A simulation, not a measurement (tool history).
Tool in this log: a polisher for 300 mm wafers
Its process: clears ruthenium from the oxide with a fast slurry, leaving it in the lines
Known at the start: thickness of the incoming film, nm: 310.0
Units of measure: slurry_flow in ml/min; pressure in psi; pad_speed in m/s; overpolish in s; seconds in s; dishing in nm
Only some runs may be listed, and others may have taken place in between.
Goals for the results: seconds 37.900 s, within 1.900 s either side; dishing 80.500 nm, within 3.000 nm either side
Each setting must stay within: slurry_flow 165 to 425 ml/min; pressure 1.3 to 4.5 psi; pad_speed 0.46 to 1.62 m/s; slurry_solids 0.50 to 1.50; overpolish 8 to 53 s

{"run": 1, "hour": 0.0, "slurry_flow": 275, "pressure": 2.9, "pad_speed": 1.04, "slurry_solids": 1.0, "overpolish": 27, "seconds": 58.37, "dishing": 70.704}
{"run": 2, "hour": 3.7, "slurry_flow": 315, "pressure": 2.9, "pad_speed": 1.04, "slurry_solids": 1.0, "overpolish": 27, "seconds": 57.421, "dishing": 71.75}
{"run": 3, "hour": 7.3, "slurry_flow": 355, "pressure": 2.9, "pad_speed": 1.04, "slurry_solids": 1.0, "overpolish": 27, "seconds": 56.99, "dishing": 71.5}
{"run": 4, "hour": 9.4, "slurry_flow": 355, "pressure": 2.9, "pad_speed": 1.12, "slurry_solids": 1.0, "overpolish": 27, "seconds": 51.509, "dishing": 72.471}
{"run": 5, "hour": 11.3, "slurry_flow": 355, "pressure": 2.9, "pad_speed": 0.94, "slurry_solids": 1.0, "overpolish": 27, "seconds": 61.893, "dishing": 68.412}
{"run": 6, "hour": 20.1, "slurry_flow": 355, "pressure": 3.1, "pad_speed": 0.94, "slurry_solids": 1.0, "overpolish": 26, "seconds": 59.949, "dishing": 67.879}
{"run": 7, "hour": 20.9, "slurry_flow": 355, "pressure": 3.3, "pad_speed": 0.96, "slurry_solids": 1.0, "overpolish": 26, "seconds": 55.079, "dishing": 70.704}
{"run": 8, "hour": 23.0, "slurry_flow": 355, "pressure": 4.1, "pad_speed": 0.98, "slurry_solids": 1.0, "overpolish": 22, "seconds": 44.067, "dishing": 73.966}
{"run": 9, "hour": 23.7, "slurry_flow": 355, "pressure": 4.2, "pad_speed": 0.98, "slurry_solids": 1.0, "overpolish": 22, "seconds": 42.505, "dishing": 73.907}
{"run": 10, "hour": 28.2, "slurry_flow": 355, "pressure": 4.4, "pad_speed": 1.0, "slurry_solids": 1.0, "overpolish": 23, "seconds": 39.44, "dishing": 78.746}

5 next moves are on the table. One of them brings every result within its allowed miss. Which?
{"run": "A", "hour": 32.7, "slurry_flow": 330, "pressure": 4.2, "pad_speed": 1.08, "slurry_solids": 1.1, "overpolish": 23, "seconds": "?", "dishing": "?"}
{"run": "B", "hour": 32.7, "slurry_flow": 425, "pressure": 4.1, "pad_speed": 1.04, "slurry_solids": 1.1, "overpolish": 21, "seconds": "?", "dishing": "?"}
{"run": "C", "hour": 32.7, "slurry_flow": 265, "pressure": 3.8, "pad_speed": 1.06, "slurry_solids": 1.05, "overpolish": 34, "seconds": "?", "dishing": "?"}
{"run": "D", "hour": 32.7, "slurry_flow": 355, "pressure": 4.4, "pad_speed": 1.02, "slurry_solids": 1.0, "overpolish": 20, "seconds": "?", "dishing": "?"}
{"run": "E", "hour": 32.7, "slurry_flow": 345, "pressure": 4.4, "pad_speed": 1.0, "slurry_solids": 1.05, "overpolish": 21, "seconds": "?", "dishing": "?"}

move=A seconds=37.550 dishing=79.986
move=B seconds=39.116 dishing=75.214
move=C seconds=43.392 dishing=88.063
move=D seconds=39.178 dishing=73.338
move=E seconds=39.307 dishing=75.034
A: every result lands within tolerance
B: the worst result of the last run now meets its target, but another is out of spec
C: misses by more than the last run did
D: the worst result of the last run now meets its target, but another is out of spec
E: the worst result of the last run now meets its target, but another is out of spec
A is the move that brings every result within its allowed miss.

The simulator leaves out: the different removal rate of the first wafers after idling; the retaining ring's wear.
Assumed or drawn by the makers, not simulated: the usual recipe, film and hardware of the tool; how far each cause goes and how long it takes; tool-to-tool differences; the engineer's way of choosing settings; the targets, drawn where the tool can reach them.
